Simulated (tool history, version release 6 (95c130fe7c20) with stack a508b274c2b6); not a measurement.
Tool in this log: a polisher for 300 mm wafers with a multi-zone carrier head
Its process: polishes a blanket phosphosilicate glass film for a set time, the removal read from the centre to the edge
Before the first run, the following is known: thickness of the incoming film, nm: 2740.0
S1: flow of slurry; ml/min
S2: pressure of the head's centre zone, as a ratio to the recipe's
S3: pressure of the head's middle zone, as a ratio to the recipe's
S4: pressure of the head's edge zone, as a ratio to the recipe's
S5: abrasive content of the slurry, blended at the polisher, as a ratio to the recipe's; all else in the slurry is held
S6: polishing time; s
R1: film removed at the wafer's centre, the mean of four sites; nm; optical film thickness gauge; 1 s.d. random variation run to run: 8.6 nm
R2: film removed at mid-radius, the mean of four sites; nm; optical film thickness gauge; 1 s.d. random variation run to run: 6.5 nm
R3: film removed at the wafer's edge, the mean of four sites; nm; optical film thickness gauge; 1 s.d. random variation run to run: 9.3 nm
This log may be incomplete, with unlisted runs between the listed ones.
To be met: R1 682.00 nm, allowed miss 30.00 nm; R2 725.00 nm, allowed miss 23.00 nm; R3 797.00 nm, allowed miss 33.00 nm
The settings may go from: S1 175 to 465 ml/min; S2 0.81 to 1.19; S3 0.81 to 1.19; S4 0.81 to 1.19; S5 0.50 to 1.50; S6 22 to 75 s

Run 1, hour 0.0: S1 295 ml/min, S2 1.00, S3 1.00, S4 1.00, S5 1.00, S6 48 s. Result: R1 509.30 nm, R2 504.38 nm, R3 513.33 nm.
Run 2, hour 7.1: S1 295 ml/min, S2 1.00, S3 1.00, S4 1.00, S5 1.15, S6 48 s. Result: R1 561.30 nm, R2 552.38 nm, R3 544.02 nm.
Run 3, hour 13.9: S1 295 ml/min, S2 1.00, S3 1.00, S4 1.00, S5 1.15, S6 39 s. Result: R1 465.72 nm, R2 449.58 nm, R3 447.93 nm.
Run 4, hour 17.8: S1 295 ml/min, S2 1.00, S3 0.95, S4 1.00, S5 1.15, S6 39 s. Result: R1 464.84 nm, R2 422.72 nm, R3 453.41 nm.
Run 5, hour 24.8: S1 295 ml/min, S2 1.00, S3 0.95, S4 1.00, S5 1.25, S6 39 s. Result: R1 475.13 nm, R2 450.11 nm, R3 467.73 nm.
Run 6, hour 25.4: S1 295 ml/min, S2 0.99, S3 0.94, S4 1.02, S5 1.30, S6 42 s. Result: R1 516.31 nm, R2 482.71 nm, R3 513.40 nm.
Run 7, hour 30.9: S1 290 ml/min, S2 0.97, S3 0.94, S4 1.04, S5 1.35, S6 45 s. Result: R1 547.16 nm, R2 525.92 nm, R3 565.15 nm.
Run 8, hour 33.7: S1 290 ml/min, S2 0.96, S3 0.94, S4 1.06, S5 1.40, S6 47 s. Result: R1 588.45 nm, R2 567.94 nm, R3 621.64 nm.
Run 9, hour 34.7: S1 290 ml/min, S2 0.95, S3 0.95, S4 1.08, S5 1.40, S6 48 s. Result: R1 585.02 nm, R2 580.56 nm, R3 643.16 nm.
Run 10, hour 39.5: S1 295 ml/min, S2 0.95, S3 0.96, S4 1.10, S5 1.40, S6 49 s. Result: R1 592.40 nm, R2 592.52 nm, R3 649.41 nm.
Run 11, hour 47.6: S1 295 ml/min, S2 0.94, S3 0.96, S4 1.11, S5 1.40, S6 50 s. Result: R1 608.06 nm, R2 610.27 nm, R3 683.96 nm.
Run 12, hour 52.7: S1 320 ml/min, S2 0.94, S3 1.05, S4 1.19, S5 1.50, S6 53 s. Result: R1 656.74 nm, R2 721.71 nm, R3 750.43 nm.
Run 13, hour 55.7: S1 320 ml/min, S2 0.94, S3 1.04, S4 1.19, S5 1.50, S6 53 s. Result: R1 675.46 nm, R2 711.72 nm, R3 758.75 nm.

Consider the 4 candidate settings below. Which is the only one whose results all fall within their allowed miss of target?
Run A, hour 58.7: S1 280 ml/min, S2 0.93, S3 1.02, S4 1.19, S5 1.45, S6 56 s. Result: R1 ?, R2 ?, R3 ?.
Run B, hour 58.7: S1 315 ml/min, S2 0.92, S3 1.06, S4 1.11, S5 1.45, S6 53 s. Result: R1 ?, R2 ?, R3 ?.
Run C, hour 58.7: S1 250 ml/min, S2 1.00, S3 1.15, S4 1.07, S5 1.50, S6 52 s. Result: R1 ?, R2 ?, R3 ?.
Run D, hour 58.7: S1 275 ml/min, S2 0.86, S3 1.02, S4 1.13, S5 1.30, S6 58 s. Result: R1 ?, R2 ?, R3 ?.

move      R1      R2      R3
   A  667.11  726.52  782.05
   B  633.52  719.59  720.53
   C  665.94  747.20  688.76
   D  607.29  716.18  750.53
A: in spec on every target
B: lands further from the targets than the last run did
C: lands further from the targets than the last run did
D: lands further from the targets than the last run did
Answer: A
